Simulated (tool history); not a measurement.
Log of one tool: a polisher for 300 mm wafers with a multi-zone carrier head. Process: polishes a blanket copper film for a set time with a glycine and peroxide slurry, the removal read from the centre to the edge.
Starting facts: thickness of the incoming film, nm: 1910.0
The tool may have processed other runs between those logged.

| run | day | flow of slurry (ml/min) | pressure of the head's centre zone | pressure of the head's middle zone | pressure of the head's edge zone | polishing time (s) | film removed at the wafer's centre (nm) | film removed at mid-radius (nm) | film removed at the wafer's edge (nm) |
|---|---|---|---|---|---|---|---|---|---|
| 1 | 0.000 | 300 | 1.00 | 1.00 | 1.00 | 60 | 421.53 | 410.96 | 431.78 |
| 2 | 0.067 | 300 | 1.00 | 0.97 | 1.00 | 60 | 415.60 | 403.31 | 433.80 |
| 3 | 0.125 | 375 | 1.00 | 0.97 | 1.00 | 60 | 434.89 | 410.03 | 436.44 |
| 4 | 0.362 | 375 | 1.00 | 0.97 | 0.95 | 60 | 441.46 | 408.62 | 422.98 |
| 5 | 0.546 | 375 | 1.05 | 0.96 | 1.00 | 63 | 470.43 | 424.31 | 463.55 |
| 6 | 0.571 | 385 | 1.09 | 0.95 | 1.01 | 65 | 519.84 | 433.07 | 471.07 |
| 7 | 0.704 | 385 | 1.09 | 0.95 | 1.01 | 65 | 512.46 | 435.18 | 482.84 |
| 8 | 0.796 | 390 | 1.12 | 0.95 | 1.03 | 66 | 527.82 | 439.22 | 488.89 |
| 9 | 1.142 | 390 | 1.12 | 0.95 | 1.03 | 66 | 529.18 | 442.99 | 490.96 |
|  | 1.433 | edge zone pressure recalibrated |
| 10 | 1.433 | 395 | 1.14 | 0.94 | 1.05 | 67 | 549.63 | 451.77 | 486.08 |
| 11 | 1.708 | 395 | 1.14 | 0.94 | 1.05 | 67 | 541.86 | 442.28 | 481.84 |
| 12 | 1.729 | 385 | 1.12 | 0.92 | 1.02 | 69 | 546.65 | 459.64 | 488.94 |
| 13 | 1.888 | 405 | 1.13 | 0.94 | 1.05 | 69 | 557.16 | 457.29 | 500.11 |
| 14 | 2.262 | 420 | 1.14 | 0.93 | 1.14 | 72 | 588.51 | 483.10 | 543.34 |

The next listed run, before its measurement:
| 15 | 2.562 | 420 | 1.14 | 0.93 | 1.14 | 72 | ? | ? | ? |

Run 15 produced film removed at the wafer's centre (nm) 593.53, film removed at mid-radius (nm) 479.77, film removed at the wafer's edge (nm) 532.39.
